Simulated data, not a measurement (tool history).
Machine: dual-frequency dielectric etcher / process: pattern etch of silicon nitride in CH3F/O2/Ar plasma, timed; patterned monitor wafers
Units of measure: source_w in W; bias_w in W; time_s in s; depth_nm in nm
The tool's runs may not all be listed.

run  hour  source_w  bias_w  time_s  depth_nm
  1   0.0       350      97    30.5    21.519
  2   8.7       350      84    30.5    19.796
  3  14.5       400      84    30.5    20.523
  4  20.6       400      84    30.5    20.576
  5  26.4       460      84    30.5    21.365
  6  27.6       460      76    30.5    20.104
  7  33.1       390      73    30.5    18.605
  8  37.3       350      72    30.5    17.808
  9  42.9       330      72    30.5    17.635

Predict the results of run 10:
     48.3  -- source power generator calibrated
 10  48.3       310      72    30.5         ?

depth_nm: 17.149 nm

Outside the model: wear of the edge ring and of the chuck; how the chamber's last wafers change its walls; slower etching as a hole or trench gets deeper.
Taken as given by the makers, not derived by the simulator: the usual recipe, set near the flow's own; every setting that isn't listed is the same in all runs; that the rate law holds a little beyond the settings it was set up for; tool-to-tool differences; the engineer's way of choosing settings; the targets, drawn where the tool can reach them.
